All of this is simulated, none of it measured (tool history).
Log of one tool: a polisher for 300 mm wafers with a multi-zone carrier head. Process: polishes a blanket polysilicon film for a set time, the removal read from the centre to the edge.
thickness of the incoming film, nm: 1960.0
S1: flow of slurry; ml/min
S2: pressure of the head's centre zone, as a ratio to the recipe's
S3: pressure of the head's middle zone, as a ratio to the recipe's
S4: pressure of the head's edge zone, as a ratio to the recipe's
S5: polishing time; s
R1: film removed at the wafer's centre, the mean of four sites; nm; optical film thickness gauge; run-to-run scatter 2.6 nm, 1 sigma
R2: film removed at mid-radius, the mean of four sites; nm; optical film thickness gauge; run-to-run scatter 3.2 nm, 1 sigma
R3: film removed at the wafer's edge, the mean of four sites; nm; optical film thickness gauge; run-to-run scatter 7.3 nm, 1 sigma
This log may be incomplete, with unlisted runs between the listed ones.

run 1 day=0 | S1=240 S2=1 S3=1 S4=1 S5=80 | R1=433.02 R2=444.27 R3=430.84
run 2 day=0.104 | S1=235 S2=0.96 S3=1.03 S4=1.04 S5=81 | R1=412.2 R2=456.3 R3=444.83
run 3 day=0.246 | S1=235 S2=1.04 S3=1.03 S4=1.04 S5=81 | R1=445.09 R2=455.45 R3=440.96
run 4 day=0.312 | S1=235 S2=1.04 S3=1.03 S4=1.04 S5=74 | R1=406.31 R2=422.04 R3=408.29
run 5 day=0.658 | S1=245 S2=1 S3=1.06 S4=1.08 S5=76 | R1=410.6 R2=441.02 R3=434.78
run 6 day=0.838 | S1=245 S2=1 S3=1.06 S4=1.04 S5=76 | R1=410.85 R2=439.63 R3=425.76

Run 7, settings as shown, results not yet in. Your forecast:
run 7 day=1.121 | S1=235 S2=0.96 S3=1.09 S4=1.06 S5=78 | R1=? R2=? R3=?

Run 7 gave R1 400.88 nm, R2 460.35 nm, R3 440.97 nm.
